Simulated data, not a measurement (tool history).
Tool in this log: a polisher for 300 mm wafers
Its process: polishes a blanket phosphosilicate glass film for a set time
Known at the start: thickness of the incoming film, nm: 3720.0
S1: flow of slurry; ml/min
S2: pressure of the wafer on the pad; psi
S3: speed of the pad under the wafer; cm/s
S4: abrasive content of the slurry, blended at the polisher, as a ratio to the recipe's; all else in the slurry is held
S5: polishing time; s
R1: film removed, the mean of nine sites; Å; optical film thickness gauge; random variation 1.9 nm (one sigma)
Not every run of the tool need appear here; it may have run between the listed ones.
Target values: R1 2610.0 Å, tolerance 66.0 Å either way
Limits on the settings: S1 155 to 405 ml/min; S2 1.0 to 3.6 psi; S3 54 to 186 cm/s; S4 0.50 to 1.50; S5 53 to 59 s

Run 1, hour 0.0: S1 260 ml/min, S2 2.3 psi, S3 118 cm/s, S4 1.00, S5 59 s. Result: R1 4129.9 Å.
Run 2, hour 3.4: S1 260 ml/min, S2 2.3 psi, S3 118 cm/s, S4 1.10, S5 59 s. Result: R1 4323.6 Å.
Run 3, hour 8.0: S1 260 ml/min, S2 2.6 psi, S3 118 cm/s, S4 1.10, S5 59 s. Result: R1 4896.5 Å.
Run 4, hour 9.8: S1 260 ml/min, S2 2.6 psi, S3 118 cm/s, S4 0.90, S5 59 s. Result: R1 4486.2 Å.
Run 5, hour 16.3: S1 260 ml/min, S2 2.6 psi, S3 118 cm/s, S4 0.90, S5 53 s. Result: R1 4007.2 Å.
Run 6, hour 24.8: S1 255 ml/min, S2 2.3 psi, S3 118 cm/s, S4 0.90, S5 53 s. Result: R1 3549.9 Å.
Run 7, hour 32.3: S1 245 ml/min, S2 2.1 psi, S3 118 cm/s, S4 0.90, S5 53 s. Result: R1 3237.9 Å.
Run 8, hour 37.4: S1 235 ml/min, S2 2.0 psi, S3 118 cm/s, S4 0.90, S5 53 s. Result: R1 3085.2 Å.
Run 9, hour 40.0: S1 225 ml/min, S2 1.9 psi, S3 118 cm/s, S4 0.90, S5 53 s. Result: R1 2917.2 Å.
Run 10, hour 43.4: S1 215 ml/min, S2 1.8 psi, S3 118 cm/s, S4 0.90, S5 53 s. Result: R1 2749.5 Å.
Run 11, hour 50.1: S1 205 ml/min, S2 1.8 psi, S3 118 cm/s, S4 0.90, S5 53 s. Result: R1 2710.6 Å.
Run 12, hour 54.3: S1 195 ml/min, S2 1.8 psi, S3 118 cm/s, S4 0.90, S5 53 s. Result: R1 2697.3 Å.

Next run, 4 choices. One meets every target within its allowed miss, the rest don't. Which?
Run A, hour 58.5: S1 195 ml/min, S2 2.0 psi, S3 110 cm/s, S4 0.80, S5 54 s. Result: R1 ?.
Run B, hour 58.5: S1 215 ml/min, S2 1.9 psi, S3 116 cm/s, S4 0.90, S5 53 s. Result: R1 ?.
Run C, hour 58.5: S1 205 ml/min, S2 1.3 psi, S3 136 cm/s, S4 1.05, S5 59 s. Result: R1 ?.
Run D, hour 58.5: S1 155 ml/min, S2 1.3 psi, S3 154 cm/s, S4 1.10, S5 53 s. Result: R1 ?.

move      R1
   A  2738.8
   B  2847.3
   C  2613.9
   D  2482.8
A: its largest miss is bigger than the last run's
B: its largest miss is bigger than the last run's
C: all results in spec
D: takes the biggest miss from the last run beyond its target
The move that meets every target is C.
